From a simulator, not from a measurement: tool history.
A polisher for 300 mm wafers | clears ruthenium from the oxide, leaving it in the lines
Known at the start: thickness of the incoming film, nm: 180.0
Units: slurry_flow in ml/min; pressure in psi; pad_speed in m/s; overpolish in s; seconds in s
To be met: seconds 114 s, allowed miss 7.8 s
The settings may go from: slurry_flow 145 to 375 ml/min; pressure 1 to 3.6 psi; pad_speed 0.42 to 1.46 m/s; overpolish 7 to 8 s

{"run": 1, "hour": 0.0, "slurry_flow": 240, "pressure": 2.3, "pad_speed": 0.94, "overpolish": 8, "seconds": 199.42}
{"run": 2, "hour": 1.0, "slurry_flow": 240, "pressure": 2.6, "pad_speed": 0.96, "overpolish": 8, "seconds": 174.11}
{"run": 3, "hour": 5.8, "slurry_flow": 240, "pressure": 2.9, "pad_speed": 0.98, "overpolish": 8, "seconds": 147.54}
{"run": 4, "hour": 9.3, "slurry_flow": 240, "pressure": 3.1, "pad_speed": 1, "overpolish": 8, "seconds": 136.25}
{"run": 5, "hour": 13.7, "slurry_flow": 240, "pressure": 3.2, "pad_speed": 1, "overpolish": 8, "seconds": 128.87}
{"run": 6, "hour": 21.3, "slurry_flow": 240, "pressure": 3.3, "pad_speed": 1, "overpolish": 8, "seconds": 126.46}
{"run": 7, "hour": 29.9, "slurry_flow": 240, "pressure": 3.3, "pad_speed": 1, "overpolish": 8, "seconds": 122.53}
{"run": 8, "hour": 34.4, "slurry_flow": 240, "pressure": 3.4, "pad_speed": 1, "overpolish": 8, "seconds": 124.98}

5 next moves are on the table. One of them brings every result within its allowed miss. Which?
{"run": "A", "hour": 38.9, "slurry_flow": 235, "pressure": 3.5, "pad_speed": 0.9, "overpolish": 8, "seconds": "?"}
{"run": "B", "hour": 38.9, "slurry_flow": 260, "pressure": 3.4, "pad_speed": 0.92, "overpolish": 8, "seconds": "?"}
{"run": "C", "hour": 38.9, "slurry_flow": 280, "pressure": 3, "pad_speed": 1.04, "overpolish": 8, "seconds": "?"}
{"run": "D", "hour": 38.9, "slurry_flow": 240, "pressure": 3.4, "pad_speed": 0.92, "overpolish": 8, "seconds": "?"}
{"run": "E", "hour": 38.9, "slurry_flow": 225, "pressure": 3.4, "pad_speed": 1.06, "overpolish": 7, "seconds": "?"}

move=A seconds=131.62
move=B seconds=130.95
move=C seconds=130.29
move=D seconds=132.21
move=E seconds=116.15
A: further off than the last run
B: further off than the last run
C: further off than the last run
D: further off than the last run
E: meets every target
The right move is E.
